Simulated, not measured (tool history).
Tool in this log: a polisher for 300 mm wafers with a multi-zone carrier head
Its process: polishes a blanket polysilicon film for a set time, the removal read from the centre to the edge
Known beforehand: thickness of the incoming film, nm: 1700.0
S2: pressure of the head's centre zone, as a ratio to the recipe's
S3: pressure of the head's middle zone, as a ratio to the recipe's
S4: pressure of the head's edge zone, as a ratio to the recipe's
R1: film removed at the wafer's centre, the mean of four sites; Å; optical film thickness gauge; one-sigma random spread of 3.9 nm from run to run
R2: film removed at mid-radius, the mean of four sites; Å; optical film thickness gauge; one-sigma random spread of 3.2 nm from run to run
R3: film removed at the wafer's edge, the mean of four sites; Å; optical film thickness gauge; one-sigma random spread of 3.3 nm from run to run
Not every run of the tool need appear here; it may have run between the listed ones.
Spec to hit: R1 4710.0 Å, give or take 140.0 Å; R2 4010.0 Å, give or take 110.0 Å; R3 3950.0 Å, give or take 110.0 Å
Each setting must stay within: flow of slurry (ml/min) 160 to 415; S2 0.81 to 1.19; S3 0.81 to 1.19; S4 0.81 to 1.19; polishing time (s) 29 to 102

{"run": 1, "hour": 0.0, "flow of slurry (ml/min)": 265, "S2": 1.0, "S3": 1.0, "S4": 1.0, "polishing time (s)": 65, "R1": 5411.1, "R2": 5053.1, "R3": 4901.0}
{"run": 2, "hour": 5.0, "flow of slurry (ml/min)": 260, "S2": 1.0, "S3": 0.97, "S4": 0.95, "polishing time (s)": 63, "R1": 5124.7, "R2": 4712.8, "R3": 4669.0}
{"run": 3, "hour": 6.0, "flow of slurry (ml/min)": 260, "S2": 1.0, "S3": 0.89, "S4": 0.95, "polishing time (s)": 63, "R1": 5098.7, "R2": 4452.0, "R3": 4696.9}
{"run": 4, "hour": 11.7, "flow of slurry (ml/min)": 260, "S2": 1.0, "S3": 0.89, "S4": 1.01, "polishing time (s)": 63, "R1": 5176.3, "R2": 4426.4, "R3": 4788.8}
{"run": 5, "hour": 12.7, "flow of slurry (ml/min)": 260, "S2": 1.02, "S3": 0.9, "S4": 0.97, "polishing time (s)": 60, "R1": 5059.5, "R2": 4325.8, "R3": 4552.7}
{"hour": 17.7, "done": "centre zone pressure recalibrated"}
{"run": 6, "hour": 17.7, "flow of slurry (ml/min)": 260, "S2": 1.03, "S3": 0.91, "S4": 0.93, "polishing time (s)": 58, "R1": 4531.3, "R2": 4139.6, "R3": 4342.3}
{"run": 7, "hour": 24.9, "flow of slurry (ml/min)": 255, "S2": 1.08, "S3": 0.96, "S4": 1.01, "polishing time (s)": 54, "R1": 4436.3, "R2": 4014.2, "R3": 4101.4}
{"run": 8, "hour": 26.1, "flow of slurry (ml/min)": 295, "S2": 1.11, "S3": 0.95, "S4": 0.96, "polishing time (s)": 54, "R1": 4654.7, "R2": 4087.8, "R3": 4135.9}

4 next moves are on the table. One of them brings every result within its allowed miss. Which?
{"run": "A", "hour": 27.3, "flow of slurry (ml/min)": 295, "S2": 1.1, "S3": 1.08, "S4": 0.98, "polishing time (s)": 52, "R1": "?", "R2": "?", "R3": "?"}
{"run": "B", "hour": 27.3, "flow of slurry (ml/min)": 360, "S2": 1.18, "S3": 0.97, "S4": 0.95, "polishing time (s)": 51, "R1": "?", "R2": "?", "R3": "?"}
{"run": "C", "hour": 27.3, "flow of slurry (ml/min)": 395, "S2": 1.19, "S3": 1.13, "S4": 0.98, "polishing time (s)": 50, "R1": "?", "R2": "?", "R3": "?"}
{"run": "D", "hour": 27.3, "flow of slurry (ml/min)": 355, "S2": 1.12, "S3": 0.91, "S4": 0.99, "polishing time (s)": 54, "R1": "?", "R2": "?", "R3": "?"}

move=A R1=4421.3 R2=4304.6 R3=3946.4
move=B R1=4749.2 R2=3947.4 R3=3892.7
move=C R1=4739.8 R2=4407.0 R3=3870.6
move=D R1=4763.0 R2=3971.7 R3=4177.8
A: the furthest-off result lands on target, but another misses its tolerance
B: every result lands within tolerance
C: the furthest-off result lands on target, but another misses its tolerance
D: moves away from the targets compared with the last run
B meets every target.

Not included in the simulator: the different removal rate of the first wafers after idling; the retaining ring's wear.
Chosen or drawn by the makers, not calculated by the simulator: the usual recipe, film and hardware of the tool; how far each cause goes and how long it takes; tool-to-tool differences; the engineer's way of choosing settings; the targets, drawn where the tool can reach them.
